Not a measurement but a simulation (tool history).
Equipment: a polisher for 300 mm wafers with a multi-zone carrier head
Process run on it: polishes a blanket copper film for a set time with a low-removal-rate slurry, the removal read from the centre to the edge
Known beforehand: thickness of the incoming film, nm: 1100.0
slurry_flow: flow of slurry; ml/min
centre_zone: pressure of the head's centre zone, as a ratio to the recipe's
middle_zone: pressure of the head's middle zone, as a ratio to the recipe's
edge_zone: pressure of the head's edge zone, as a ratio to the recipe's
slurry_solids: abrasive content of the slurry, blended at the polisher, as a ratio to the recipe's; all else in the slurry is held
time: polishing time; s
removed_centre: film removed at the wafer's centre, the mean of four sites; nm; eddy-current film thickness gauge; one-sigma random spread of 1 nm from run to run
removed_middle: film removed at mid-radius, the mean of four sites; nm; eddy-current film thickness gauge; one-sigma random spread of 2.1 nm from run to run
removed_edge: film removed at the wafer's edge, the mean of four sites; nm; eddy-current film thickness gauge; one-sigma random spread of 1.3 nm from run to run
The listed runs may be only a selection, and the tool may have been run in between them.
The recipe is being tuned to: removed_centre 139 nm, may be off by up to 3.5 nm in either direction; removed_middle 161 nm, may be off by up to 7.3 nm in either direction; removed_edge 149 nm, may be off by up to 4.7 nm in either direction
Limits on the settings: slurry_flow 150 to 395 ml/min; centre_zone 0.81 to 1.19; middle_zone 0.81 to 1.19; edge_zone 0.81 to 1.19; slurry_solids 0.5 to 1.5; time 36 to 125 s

run,hour,slurry_flow,centre_zone,middle_zone,edge_zone,slurry_solids,time,removed_centre,removed_middle,removed_edge
1,0,250,1,1,1,1,80,295.09,290.72,280
2,4.9,250,1,1,1,1,88,320.97,317.96,311.99
3,11.9,290,1,1,1,1,88,328.03,321.63,314.97
4,18.3,275,0.95,0.99,0.97,0.85,76,261.34,268.74,263.86
5,22.3,245,0.95,0.99,0.97,0.85,76,258,266.75,260.33
6,25.9,245,0.95,0.99,1.05,0.85,76,258.39,269.94,267.52
7,32.6,235,0.93,1,1.02,0.75,65,209.87,226.83,221.61
8,35.3,210,0.85,0.98,0.92,0.5,44,120.09,136.46,138.07
9,39.2,240,0.86,1,0.92,0.5,44,124.1,144.85,137.41
10,41.8,310,0.9,1,1.02,0.6,44,135.53,152.04,147.92
11,43.3,310,0.9,1.01,1.02,0.6,44,136.85,148.33,148.8

Which of these 4 next moves meets every target?
A,44.8,280,0.83,1.06,0.96,0.55,50,?,?,?
B,44.8,360,0.91,1.07,1.06,0.5,45,?,?,?
C,44.8,295,0.87,1.17,0.9,0.65,46,?,?,?
D,44.8,290,0.91,0.97,1.12,0.6,44,?,?,?

move,removed_centre,removed_middle,removed_edge
A,140.31,176.39,161.84
B,139.75,160.99,149.95
C,139.44,181.7,150.26
D,137.53,146.14,151.11
A: pushes the last run's worst result past its target
B: hits every target within its allowed miss
C: pushes the last run's worst result past its target
D: lands further from the targets than the last run did
B meets every target.

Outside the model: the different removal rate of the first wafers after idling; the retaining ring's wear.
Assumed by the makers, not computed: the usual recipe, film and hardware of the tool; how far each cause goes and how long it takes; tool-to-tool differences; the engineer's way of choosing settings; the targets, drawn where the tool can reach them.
